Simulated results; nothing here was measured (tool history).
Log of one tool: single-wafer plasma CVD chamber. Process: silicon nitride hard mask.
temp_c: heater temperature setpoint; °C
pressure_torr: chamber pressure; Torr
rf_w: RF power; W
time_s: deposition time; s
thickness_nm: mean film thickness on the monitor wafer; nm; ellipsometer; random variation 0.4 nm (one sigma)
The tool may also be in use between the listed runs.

| run | day | temp_c | pressure_torr | rf_w | time_s | thickness_nm |
|---|---|---|---|---|---|---|
| 1 | 0.000 | 410 | 1.53 | 295 | 53.1 | 65.515 |
| 2 | 0.092 | 410 | 1.71 | 295 | 53.1 | 68.732 |
| 3 | 0.388 | 410 | 1.86 | 295 | 53.1 | 70.427 |
| 4 | 0.417 | 410 | 1.88 | 300 | 53.2 | 71.441 |
| 5 | 0.662 | 410 | 1.90 | 305 | 53.3 | 72.754 |
| 6 | 0.938 | 406 | 1.90 | 305 | 53.3 | 72.357 |
| 7 | 1.108 | 406 | 1.92 | 310 | 53.4 | 73.382 |
| 8 | 1.192 | 406 | 1.94 | 310 | 53.4 | 73.316 |
| 9 | 1.567 | 406 | 1.96 | 315 | 53.4 | 74.751 |
| 10 | 1.742 | 406 | 1.97 | 315 | 53.4 | 75.001 |
| 11 | 1.775 | 406 | 1.98 | 315 | 53.4 | 74.449 |
| 12 | 1.838 | 406 | 1.99 | 315 | 53.5 | 74.669 |
| 13 | 2.071 | 406 | 2.00 | 315 | 53.6 | 74.833 |

The next listed run, before its measurement:
| 14 | 2.154 | 406 | 2.01 | 315 | 53.7 | ? |

thickness_nm: 74.837 nm
